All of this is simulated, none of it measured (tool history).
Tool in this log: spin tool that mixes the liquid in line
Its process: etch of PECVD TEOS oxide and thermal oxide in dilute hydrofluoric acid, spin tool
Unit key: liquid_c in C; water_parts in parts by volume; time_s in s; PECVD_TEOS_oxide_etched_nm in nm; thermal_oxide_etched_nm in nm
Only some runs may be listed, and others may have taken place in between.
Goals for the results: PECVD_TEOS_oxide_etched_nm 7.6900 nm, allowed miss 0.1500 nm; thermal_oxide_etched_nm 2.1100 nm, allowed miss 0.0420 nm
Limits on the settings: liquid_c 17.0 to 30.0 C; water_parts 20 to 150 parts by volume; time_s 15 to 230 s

run	hour	liquid_c	water_parts	time_s	PECVD_TEOS_oxide_etched_nm	thermal_oxide_etched_nm
1	0.0	22.0	85	120	22.6430	6.2276
2	2.6	21.0	100	120	17.9580	4.9677
3	4.9	20.0	110	120	15.6380	4.2968
4	13.6	20.0	125	120	13.4520	3.7036
5	18.1	19.5	130	115	12.2220	3.3387
6	24.4	19.0	135	110	10.8460	2.9700
7	29.9	18.5	140	105	9.7304	2.6976
8	35.3	18.5	140	105	9.7037	2.7106
9	43.8	18.5	140	100	9.3891	2.5743
10	46.7	18.0	140	100	9.1327	2.4924
11	47.9	17.5	145	95	8.2589	2.2538
12	52.8	17.5	150	95	7.8597	2.1569

Exercise: of the 4 proposed moves below, exactly one satisfies all targets within the stated allowed misses. Which move is it?
A	57.7	18.0	140	80	?	?
B	57.7	18.5	150	85	?	?
C	57.7	17.0	150	90	?	?
D	57.7	17.0	150	95	?	?

move	PECVD_TEOS_oxide_etched_nm	thermal_oxide_etched_nm
A	7.2761	2.0225
B	7.2898	2.0263
C	7.2616	2.0184
D	7.6650	2.1306
A: takes the biggest miss from the last run beyond its target
B: takes the biggest miss from the last run beyond its target
C: takes the biggest miss from the last run beyond its target
D: every result lands within tolerance
D meets every target.
